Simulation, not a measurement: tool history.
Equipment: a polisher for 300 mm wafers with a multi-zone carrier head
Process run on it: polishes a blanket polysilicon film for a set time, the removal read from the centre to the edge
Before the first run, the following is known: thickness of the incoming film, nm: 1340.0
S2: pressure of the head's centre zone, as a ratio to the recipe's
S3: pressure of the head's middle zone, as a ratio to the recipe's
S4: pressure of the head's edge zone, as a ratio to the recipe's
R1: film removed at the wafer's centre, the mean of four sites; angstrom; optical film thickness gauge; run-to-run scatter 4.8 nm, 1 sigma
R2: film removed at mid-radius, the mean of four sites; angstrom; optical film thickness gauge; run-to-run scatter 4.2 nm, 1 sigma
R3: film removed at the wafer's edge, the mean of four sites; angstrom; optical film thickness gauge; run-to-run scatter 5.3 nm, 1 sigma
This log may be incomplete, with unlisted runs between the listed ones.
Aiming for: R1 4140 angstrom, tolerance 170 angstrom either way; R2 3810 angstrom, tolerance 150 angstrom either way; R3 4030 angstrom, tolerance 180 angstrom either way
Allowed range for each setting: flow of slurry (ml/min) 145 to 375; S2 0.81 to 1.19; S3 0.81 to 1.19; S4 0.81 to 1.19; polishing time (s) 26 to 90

{"run": 1, "day": 0.0, "flow of slurry (ml/min)": 240, "S2": 1, "S3": 1, "S4": 1, "polishing time (s)": 58, "R1": 2978.4, "R2": 3029.8, "R3": 2992.7}
{"run": 2, "day": 0.062, "flow of slurry (ml/min)": 245, "S2": 1.03, "S3": 1, "S4": 1.04, "polishing time (s)": 62, "R1": 3350.3, "R2": 3278, "R3": 3340.4}
{"run": 3, "day": 0.179, "flow of slurry (ml/min)": 245, "S2": 1.03, "S3": 1.07, "S4": 1.04, "polishing time (s)": 62, "R1": 3251.8, "R2": 3351.3, "R3": 3332}
{"run": 4, "day": 0.208, "flow of slurry (ml/min)": 245, "S2": 1.03, "S3": 1.07, "S4": 1.12, "polishing time (s)": 62, "R1": 3362.7, "R2": 3403.2, "R3": 3482}
{"run": 5, "day": 0.379, "flow of slurry (ml/min)": 255, "S2": 1.06, "S3": 1.07, "S4": 1.14, "polishing time (s)": 64, "R1": 3545.5, "R2": 3516.1, "R3": 3618.5}
{"run": 6, "day": 0.412, "flow of slurry (ml/min)": 255, "S2": 1.08, "S3": 1.06, "S4": 1.15, "polishing time (s)": 66, "R1": 3751.6, "R2": 3536.9, "R3": 3732.7}
{"run": 7, "day": 0.496, "flow of slurry (ml/min)": 260, "S2": 1.09, "S3": 1.07, "S4": 1.16, "polishing time (s)": 67, "R1": 3801.6, "R2": 3664.5, "R3": 3862.3}
{"run": 8, "day": 0.538, "flow of slurry (ml/min)": 265, "S2": 1.11, "S3": 1.08, "S4": 1.16, "polishing time (s)": 68, "R1": 3936.4, "R2": 3753.5, "R3": 3827.9}

Consider the 4 candidate settings below. Which is the only one whose results all fall within their allowed miss of target?
{"run": "A", "day": 0.579, "flow of slurry (ml/min)": 230, "S2": 1.1, "S3": 0.86, "S4": 1.19, "polishing time (s)": 78, "R1": "?", "R2": "?", "R3": "?"}
{"run": "B", "day": 0.579, "flow of slurry (ml/min)": 290, "S2": 1.02, "S3": 1.02, "S4": 1.19, "polishing time (s)": 69, "R1": "?", "R2": "?", "R3": "?"}
{"run": "C", "day": 0.579, "flow of slurry (ml/min)": 225, "S2": 1.13, "S3": 1.09, "S4": 1.15, "polishing time (s)": 63, "R1": "?", "R2": "?", "R3": "?"}
{"run": "D", "day": 0.579, "flow of slurry (ml/min)": 220, "S2": 1.14, "S3": 1.09, "S4": 1.19, "polishing time (s)": 70, "R1": "?", "R2": "?", "R3": "?"}

move=A R1=4443.9 R2=3538.8 R3=4470.5
move=B R1=3756.6 R2=3681 R3=4003.4
move=C R1=3675.5 R2=3480.7 R3=3531.1
move=D R1=4107.6 R2=3859.5 R3=3988.1
A: moves the result that the last run missed by most past its target, out the other side
B: its largest miss is bigger than the last run's
C: its largest miss is bigger than the last run's
D: meets every target
D is the move that brings every result within its allowed miss.
